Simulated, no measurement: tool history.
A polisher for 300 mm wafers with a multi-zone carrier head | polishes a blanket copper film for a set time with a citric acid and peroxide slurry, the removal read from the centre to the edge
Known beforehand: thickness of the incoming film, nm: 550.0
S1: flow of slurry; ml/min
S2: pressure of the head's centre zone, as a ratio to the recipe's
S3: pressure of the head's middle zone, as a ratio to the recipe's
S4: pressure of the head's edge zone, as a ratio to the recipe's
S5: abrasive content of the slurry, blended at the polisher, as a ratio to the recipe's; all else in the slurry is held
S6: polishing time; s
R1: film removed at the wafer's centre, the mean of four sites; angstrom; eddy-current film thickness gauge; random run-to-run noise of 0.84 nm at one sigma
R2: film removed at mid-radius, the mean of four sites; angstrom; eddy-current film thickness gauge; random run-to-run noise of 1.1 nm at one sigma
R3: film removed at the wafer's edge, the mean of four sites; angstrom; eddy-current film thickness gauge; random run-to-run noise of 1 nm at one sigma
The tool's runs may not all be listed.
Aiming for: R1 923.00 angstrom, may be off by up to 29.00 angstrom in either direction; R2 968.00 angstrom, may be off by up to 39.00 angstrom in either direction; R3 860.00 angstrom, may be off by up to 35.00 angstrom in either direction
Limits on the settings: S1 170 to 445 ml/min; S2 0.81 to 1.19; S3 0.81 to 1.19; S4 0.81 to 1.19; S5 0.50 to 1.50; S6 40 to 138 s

run	hour	S1	S2	S3	S4	S5	S6	R1	R2	R3
1	0.0	285	1.00	1.00	1.00	1.00	88	1564.00	1558.30	1534.60
2	4.2	285	1.07	1.00	1.00	1.00	88	1706.30	1523.10	1557.10
3	10.3	285	1.07	1.00	1.00	1.00	110	2106.50	1939.50	1888.60
4	11.8	285	1.07	1.00	1.00	1.10	110	2114.30	1940.20	1938.50
5	15.3	280	1.03	1.00	0.96	0.95	94	1695.20	1642.30	1592.90
6	19.0	280	1.03	1.00	0.96	0.75	94	1640.80	1556.90	1524.50
# hour 26.9: slurry nozzle cleaned
7	26.9	285	0.95	1.06	0.86	0.50	69	1101.90	1181.50	1054.40
8	32.2	285	0.95	1.06	0.85	0.50	65	1044.90	1124.70	973.31
9	40.8	280	0.94	1.05	0.84	0.50	63	1014.90	1079.90	938.87
10	44.4	280	0.94	1.05	0.84	0.50	63	1012.70	1066.90	944.34
11	47.1	275	0.93	1.05	0.83	0.50	62	976.45	1045.70	938.33
12	48.4	270	0.93	1.05	0.83	0.50	61	944.75	1036.10	895.60

Which one of the following 5 next-run settings gets every result inside its allowed miss? There is exactly one.
A	49.7	270	0.90	1.02	0.99	0.70	57	?	?	?
B	49.7	190	0.97	1.14	0.81	0.55	63	?	?	?
C	49.7	240	0.97	0.92	0.84	0.65	57	?	?	?
D	49.7	270	0.95	1.03	0.82	0.65	56	?	?	?
E	49.7	250	0.97	1.08	0.81	0.50	55	?	?	?

move	R1	R2	R3
A	914.36	1001.30	968.57
B	986.60	1110.60	900.60
C	953.68	892.93	877.40
D	933.49	978.38	860.71
E	884.16	946.19	796.48
A: puts the biggest miss on target and leaves a different result outside tolerance
B: the biggest miss grows against the last run
C: the result that was furthest off in the last run now lies on the other side of its target
D: every result within its allowed miss
E: puts the biggest miss on target and leaves a different result outside tolerance
The right move is D.
